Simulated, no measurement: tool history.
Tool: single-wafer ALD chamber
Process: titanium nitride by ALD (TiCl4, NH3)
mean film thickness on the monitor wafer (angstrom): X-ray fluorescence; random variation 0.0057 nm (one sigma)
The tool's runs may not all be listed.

| run | hour | heater temperature setpoint (deg C) | number of ALD cycles (cycles) | NH3 pulse time (s) | mean film thickness on the monitor wafer (angstrom) |
|---|---|---|---|---|---|
| 1 | 0.0 | 395 | 57 | 2.85 | 12.103 |
| 2 | 5.9 | 395 | 57 | 2.26 | 11.992 |
| 3 | 10.5 | 395 | 57 | 2.26 | 11.974 |
| 4 | 13.3 | 391 | 57 | 2.06 | 11.857 |
| 5 | 17.8 | 388 | 57 | 1.89 | 11.781 |
| 6 | 18.6 | 385 | 57 | 1.75 | 11.582 |
| 7 | 26.3 | 383 | 57 | 1.68 | 11.445 |
| 8 | 29.4 | 383 | 57 | 1.68 | 11.388 |
| 9 | 30.8 | 382 | 57 | 1.68 | 11.325 |
| 10 | 39.5 | 381 | 57 | 1.68 | 11.548 |

Forecast run 11:
| 11 | 42.1 | 380 | 57 | 1.57 | ? |

mean film thickness on the monitor wafer (angstrom): 11.169
